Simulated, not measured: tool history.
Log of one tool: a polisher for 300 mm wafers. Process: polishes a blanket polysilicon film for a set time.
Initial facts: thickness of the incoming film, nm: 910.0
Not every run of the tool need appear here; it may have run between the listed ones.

run	hour	flow of slurry (ml/min)	pressure of the wafer on the pad (psi)	speed of the pad under the wafer (cm/s)	polishing time (s)	film removed (Å)
1	0.0	190	1.9	112	34	1898.0
2	1.4	235	1.9	112	34	1955.2
3	3.6	235	1.9	112	34	1944.4
4	4.3	235	2.0	112	34	2002.5
5	13.2	205	2.0	112	34	1968.4
6	17.8	245	2.0	112	34	2025.9
7	22.2	245	2.1	112	34	2152.0
8	31.0	245	2.2	112	34	2218.9
9	37.6	245	2.3	112	34	2318.5

What will run 10 give?
10	43.5	245	2.4	112	34	?

Run 10 came out at film removed (Å) 2411.4.
